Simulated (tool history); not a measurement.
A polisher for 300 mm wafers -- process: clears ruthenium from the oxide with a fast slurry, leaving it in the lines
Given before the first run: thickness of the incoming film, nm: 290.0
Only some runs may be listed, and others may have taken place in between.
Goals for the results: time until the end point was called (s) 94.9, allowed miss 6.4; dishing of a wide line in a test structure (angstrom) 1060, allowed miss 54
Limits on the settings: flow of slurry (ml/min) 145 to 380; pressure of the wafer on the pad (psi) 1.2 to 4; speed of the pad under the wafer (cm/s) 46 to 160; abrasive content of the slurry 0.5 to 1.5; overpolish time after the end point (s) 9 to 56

| run | day | flow of slurry (ml/min) | pressure of the wafer on the pad (psi) | speed of the pad under the wafer (cm/s) | abrasive content of the slurry | overpolish time after the end point (s) | time until the end point was called (s) | dishing of a wide line in a test structure (angstrom) |
|---|---|---|---|---|---|---|---|---|
| 1 | 0 | 245 | 2.6 | 102 | 1 | 29 | 58.618 | 1036.8 |
| 2 | 0.246 | 245 | 2.3 | 102 | 1 | 32 | 63.471 | 1037.6 |
| 3 | 0.575 | 245 | 2.1 | 100 | 1 | 35 | 70.266 | 975.13 |
| 4 | 0.6 | 285 | 2.1 | 100 | 1 | 35 | 70.639 | 985.05 |
| 5 | 0.888 | 285 | 2 | 98 | 1 | 38 | 75.591 | 1007.1 |
| 6 | 0.971 | 305 | 2 | 98 | 1 | 38 | 74.176 | 1055.8 |
| 7 | 0.996 | 305 | 1.9 | 96 | 1 | 40 | 77.669 | 1010.1 |
| 8 | 1.217 | 305 | 1.8 | 96 | 1 | 42 | 86.431 | 988.29 |
| 9 | 1.45 | 305 | 1.8 | 96 | 1 | 43 | 86.317 | 1036.8 |
| 10 | 1.746 | 305 | 1.8 | 96 | 1 | 44 | 83.904 | 1028.8 |

Which one of the following 5 next-run settings gets every result inside its allowed miss? There is exactly one.
| A | 2.042 | 310 | 1.7 | 116 | 1.1 | 35 | ? | ? |
| B | 2.042 | 230 | 1.6 | 128 | 1 | 37 | ? | ? |
| C | 2.042 | 275 | 1.9 | 106 | 1.15 | 35 | ? | ? |
| D | 2.042 | 325 | 1.7 | 86 | 1.05 | 51 | ? | ? |
| E | 2.042 | 310 | 1.8 | 112 | 1.05 | 41 | ? | ? |

| move | time until the end point was called (s) | dishing of a wide line in a test structure (angstrom) |
|---|---|---|
| A | 72.546 | 1000.6 |
| B | 74.198 | 1026.6 |
| C | 70.784 | 1019.9 |
| D | 98.222 | 1058.9 |
| E | 72.267 | 1132.1 |
A: its largest miss is bigger than the last run's
B: its largest miss is bigger than the last run's
C: its largest miss is bigger than the last run's
D: every result lands within tolerance
E: its largest miss is bigger than the last run's
D meets every target.
